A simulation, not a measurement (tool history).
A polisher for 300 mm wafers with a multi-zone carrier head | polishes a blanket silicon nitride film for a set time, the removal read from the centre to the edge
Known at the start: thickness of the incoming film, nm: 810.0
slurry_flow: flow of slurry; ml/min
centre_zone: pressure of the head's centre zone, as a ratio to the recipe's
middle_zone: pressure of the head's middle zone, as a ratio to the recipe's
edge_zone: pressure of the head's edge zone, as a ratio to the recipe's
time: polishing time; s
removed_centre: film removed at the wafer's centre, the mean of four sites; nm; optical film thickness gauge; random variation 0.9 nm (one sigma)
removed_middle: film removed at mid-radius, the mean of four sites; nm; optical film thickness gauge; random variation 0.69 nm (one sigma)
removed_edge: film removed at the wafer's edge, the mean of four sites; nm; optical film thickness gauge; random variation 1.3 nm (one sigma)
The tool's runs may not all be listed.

run	hour	slurry_flow	centre_zone	middle_zone	edge_zone	time	removed_centre	removed_middle	removed_edge
1	0.0	145	1.00	1.00	1.00	81	127.38	121.420	123.900
2	2.3	145	1.01	1.00	0.95	75	117.02	114.740	112.710
3	6.2	140	1.05	0.99	0.91	71	115.34	106.290	99.573
4	14.9	130	1.05	0.98	0.89	70	111.72	101.650	99.436
5	23.1	130	1.05	0.98	0.89	78	125.73	115.400	107.880
6	31.0	130	1.05	0.98	0.87	74	119.08	108.000	101.580
7	34.5	130	1.05	0.98	0.87	74	117.61	107.250	104.460
8	43.0	130	1.06	0.99	0.86	71	113.76	104.200	101.480
9	48.2	140	1.04	0.96	0.85	70	112.13	102.280	99.584
10	56.0	140	1.04	0.96	0.85	70	111.99	102.770	96.952
11	62.9	145	1.04	0.95	0.84	68	111.27	101.490	96.976

The next listed run, before its measurement:
12	67.4	140	1.05	0.97	0.83	66	?	?	?

removed_centre: 107.17 nm
removed_middle: 97.829 nm
removed_edge: 91.536 nm
